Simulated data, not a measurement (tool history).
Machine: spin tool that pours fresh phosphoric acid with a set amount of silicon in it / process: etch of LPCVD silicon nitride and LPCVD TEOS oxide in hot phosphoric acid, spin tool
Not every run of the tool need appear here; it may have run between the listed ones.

run    day  temperature setpoint of the liquid (°C)  silicon dissolved in the acid as it is poured (mg a litre)  time under the liquid (s)  thickness taken off the LPCVD silicon nitride on a monitor wafer (nm)  thickness taken off the LPCVD TEOS oxide on a monitor wafer (nm)
  1  0.000                                    160.0                                                        11.0                        180                                                                 14.711                                                           1.09560
  2  0.283                                    160.5                                                        10.5                        195                                                                 16.129                                                           1.20040
  3  0.588                                    159.0                                                        10.5                        195                                                                 15.540                                                           1.14630
  4  0.842                                    159.5                                                         9.5                        205                                                                 16.466                                                           1.20940
  5  0.929                                    158.0                                                         9.5                        205                                                                 15.735                                                           1.16930
  6  0.975                                    158.0                                                         9.5                        150                                                                 11.605                                                           0.80125
  7  1.008                                    159.0                                                         9.5                        170                                                                 13.749                                                           0.97947
  8  1.279                                    160.0                                                         8.5                        185                                                                 15.487                                                           1.15880

For run 9, what comes out?
  9  1.567                                    160.5                                                         7.0                        195                                                                      ?                                                                 ?

{"run 9": {"thickness taken off the LPCVD silicon nitride on a monitor wafer (nm)": 16.237, "thickness taken off the LPCVD TEOS oxide on a monitor wafer (nm)": 1.3252}}

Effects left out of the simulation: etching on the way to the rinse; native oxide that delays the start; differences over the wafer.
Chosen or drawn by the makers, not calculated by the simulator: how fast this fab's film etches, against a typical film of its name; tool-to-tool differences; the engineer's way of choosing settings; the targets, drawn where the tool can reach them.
